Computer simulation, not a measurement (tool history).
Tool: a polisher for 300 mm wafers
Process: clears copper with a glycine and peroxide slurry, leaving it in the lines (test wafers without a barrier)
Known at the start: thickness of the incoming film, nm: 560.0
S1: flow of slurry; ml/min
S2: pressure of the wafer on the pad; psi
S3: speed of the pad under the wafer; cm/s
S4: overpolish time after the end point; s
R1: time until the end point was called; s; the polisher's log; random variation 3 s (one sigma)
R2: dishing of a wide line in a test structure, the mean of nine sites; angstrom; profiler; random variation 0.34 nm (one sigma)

run	hour	S1	S2	S3	S4	R1	R2
1	0	200	1.9	88	26	195.26	505.79
2	5.4	175	1.9	88	26	193.39	520.67
3	9.8	175	1.5	88	26	236.96	455.05
4	16.3	215	1.3	96	20	245.62	359.96
5	24.4	260	1.3	96	20	239.02	351.95
6	28.5	260	1.3	96	31	234.36	502.66
7	36.7	275	1.2	106	24	233.14	420.58

Run 8 comes next. What will it give?
8	37.6	285	1.5	86	19	?	?

Run 8 gave R1 228.65 s, R2 376.06 angstrom.

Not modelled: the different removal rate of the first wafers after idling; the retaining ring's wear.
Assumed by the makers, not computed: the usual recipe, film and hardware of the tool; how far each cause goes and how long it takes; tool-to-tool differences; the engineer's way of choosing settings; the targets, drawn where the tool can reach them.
